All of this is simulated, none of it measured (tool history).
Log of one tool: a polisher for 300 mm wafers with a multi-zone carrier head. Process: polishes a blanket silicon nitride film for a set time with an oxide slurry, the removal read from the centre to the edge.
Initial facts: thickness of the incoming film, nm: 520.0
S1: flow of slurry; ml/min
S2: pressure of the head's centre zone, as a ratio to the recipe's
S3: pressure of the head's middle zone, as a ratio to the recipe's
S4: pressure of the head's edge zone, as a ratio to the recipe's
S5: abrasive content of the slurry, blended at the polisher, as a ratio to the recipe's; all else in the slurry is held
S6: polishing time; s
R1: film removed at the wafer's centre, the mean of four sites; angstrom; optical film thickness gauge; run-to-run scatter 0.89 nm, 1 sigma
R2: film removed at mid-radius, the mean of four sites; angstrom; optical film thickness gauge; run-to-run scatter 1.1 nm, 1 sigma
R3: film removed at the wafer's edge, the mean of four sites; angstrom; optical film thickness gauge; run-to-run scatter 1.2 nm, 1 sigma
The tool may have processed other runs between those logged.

| run | day | S1 | S2 | S3 | S4 | S5 | S6 | R1 | R2 | R3 |
|---|---|---|---|---|---|---|---|---|---|---|
| 1 | 0.000 | 220 | 1.00 | 1.00 | 1.00 | 1.00 | 82 | 577.14 | 566.01 | 594.65 |
| 2 | 0.371 | 220 | 1.00 | 1.07 | 1.00 | 1.00 | 82 | 587.73 | 611.08 | 584.17 |
| 3 | 0.467 | 220 | 1.01 | 1.06 | 1.02 | 1.10 | 83 | 612.93 | 628.50 | 644.82 |
| 4 | 0.833 | 220 | 1.01 | 1.06 | 1.02 | 1.25 | 83 | 647.29 | 635.60 | 641.29 |
| 5 | 0.862 | 195 | 1.01 | 1.06 | 1.02 | 1.25 | 83 | 621.83 | 646.25 | 643.35 |
| 6 | 1.104 | 200 | 1.03 | 1.06 | 1.04 | 1.30 | 85 | 670.43 | 674.29 | 692.02 |
| 7 | 1.388 | 205 | 1.05 | 1.06 | 1.06 | 1.35 | 86 | 706.65 | 684.79 | 698.34 |
| 8 | 1.688 | 205 | 1.05 | 1.05 | 1.07 | 1.40 | 88 | 744.92 | 697.72 | 718.29 |
| 9 | 1.783 | 200 | 1.05 | 1.04 | 1.09 | 1.40 | 91 | 758.23 | 729.75 | 760.97 |
| 10 | 1.850 | 205 | 1.05 | 1.03 | 1.10 | 1.40 | 92 | 771.00 | 726.05 | 781.15 |
| 11 | 2.100 | 210 | 1.05 | 1.03 | 1.11 | 1.40 | 93 | 776.73 | 730.83 | 786.59 |
| 12 | 2.350 | 215 | 1.05 | 1.02 | 1.12 | 1.40 | 94 | 781.40 | 738.78 | 820.51 |
| 13 | 2.592 | 220 | 1.06 | 1.02 | 1.13 | 1.40 | 94 | 794.48 | 742.67 | 793.82 |
| 14 | 2.779 | 220 | 1.06 | 1.01 | 1.13 | 1.40 | 95 | 815.38 | 734.52 | 816.97 |

What does the tool deliver on the next run?
| 15 | 3.096 | 250 | 1.08 | 1.01 | 1.19 | 1.50 | 95 | ? | ? | ? |

Run 15 yielded R1 850.90 angstrom, R2 776.06 angstrom, R3 859.15 angstrom.
